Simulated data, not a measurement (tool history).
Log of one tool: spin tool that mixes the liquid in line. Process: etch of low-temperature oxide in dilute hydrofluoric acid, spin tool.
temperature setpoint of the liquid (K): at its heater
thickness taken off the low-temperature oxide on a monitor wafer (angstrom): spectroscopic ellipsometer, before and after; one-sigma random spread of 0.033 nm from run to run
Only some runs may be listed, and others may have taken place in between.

run	hour	temperature setpoint of the liquid (K)	parts of water to one part of 49 % hydrofluoric acid (parts by volume)	time under the liquid (s)	thickness taken off the low-temperature oxide on a monitor wafer (angstrom)
1	0.0	293.15	250	60	21.300
2	6.8	293.15	175	60	32.660
3	15.0	293.15	245	60	21.688
4	16.7	296.65	245	60	24.421
5	20.4	300.15	245	60	27.856
6	29.0	300.15	245	60	28.077
7	37.9	300.65	195	60	38.023
8	41.7	300.65	165	60	46.693

Run 9 comes next. What will it give?
9	44.4	300.65	150	60	?

thickness taken off the low-temperature oxide on a monitor wafer (angstrom): 52.124

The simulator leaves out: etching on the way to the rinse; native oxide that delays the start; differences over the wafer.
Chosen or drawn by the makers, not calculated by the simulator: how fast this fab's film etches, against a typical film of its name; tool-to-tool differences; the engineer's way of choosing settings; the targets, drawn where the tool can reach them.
